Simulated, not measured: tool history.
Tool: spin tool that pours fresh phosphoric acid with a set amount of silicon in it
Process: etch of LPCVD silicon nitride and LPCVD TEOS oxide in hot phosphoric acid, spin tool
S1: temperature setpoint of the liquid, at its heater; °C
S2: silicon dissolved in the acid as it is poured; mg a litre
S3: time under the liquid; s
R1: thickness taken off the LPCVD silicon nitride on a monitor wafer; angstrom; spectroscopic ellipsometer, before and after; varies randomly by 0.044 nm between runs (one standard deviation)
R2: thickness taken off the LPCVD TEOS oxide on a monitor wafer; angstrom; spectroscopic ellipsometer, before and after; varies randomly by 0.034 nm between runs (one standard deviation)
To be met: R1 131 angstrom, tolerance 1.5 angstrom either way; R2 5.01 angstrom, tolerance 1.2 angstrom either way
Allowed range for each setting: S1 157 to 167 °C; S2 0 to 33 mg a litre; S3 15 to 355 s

run 1 hour=0 | S1=162 S2=14.5 S3=180 | R1=189.27 R2=5.03
run 2 hour=3.2 | S1=161 S2=12 S3=170 | R1=173.62 R2=4.6803
run 3 hour=8.4 | S1=159.5 S2=12 S3=170 | R1=164.96 R2=4.5326
run 4 hour=16.4 | S1=161.5 S2=12 S3=170 | R1=175.57 R2=4.4162
run 5 hour=24.4 | S1=161.5 S2=7 S3=170 | R1=175.34 R2=5.1753
run 6 hour=30.5 | S1=161.5 S2=7 S3=115 | R1=118.38 R2=3.5269
run 7 hour=32.6 | S1=162 S2=5.5 S3=115 | R1=120.62 R2=3.9887
-- hour=38.2 dissolved silicon flow meter replaced
run 8 hour=38.2 | S1=162.5 S2=5 S3=115 | R1=122.81 R2=4.1298

Which one of the following 4 next-run settings gets every result inside its allowed miss? There is exactly one.
run A hour=43.8 | S1=161 S2=21.5 S3=125 | R1=? R2=?
run B hour=43.8 | S1=161 S2=25 S3=125 | R1=? R2=?
run C hour=43.8 | S1=164.5 S2=0.5 S3=115 | R1=? R2=?
run D hour=43.8 | S1=163.5 S2=0 S3=115 | R1=? R2=?

move=A R1=127.14 R2=2.531
move=B R1=127.14 R2=2.2666
move=C R1=131.36 R2=4.8938
move=D R1=127.1 R2=4.5922
A: closer than the last run, but not yet in spec
B: closer than the last run, but not yet in spec
C: all results land within tolerance of their targets
D: closer than the last run, but not yet in spec
C is the move that brings every result within its allowed miss.

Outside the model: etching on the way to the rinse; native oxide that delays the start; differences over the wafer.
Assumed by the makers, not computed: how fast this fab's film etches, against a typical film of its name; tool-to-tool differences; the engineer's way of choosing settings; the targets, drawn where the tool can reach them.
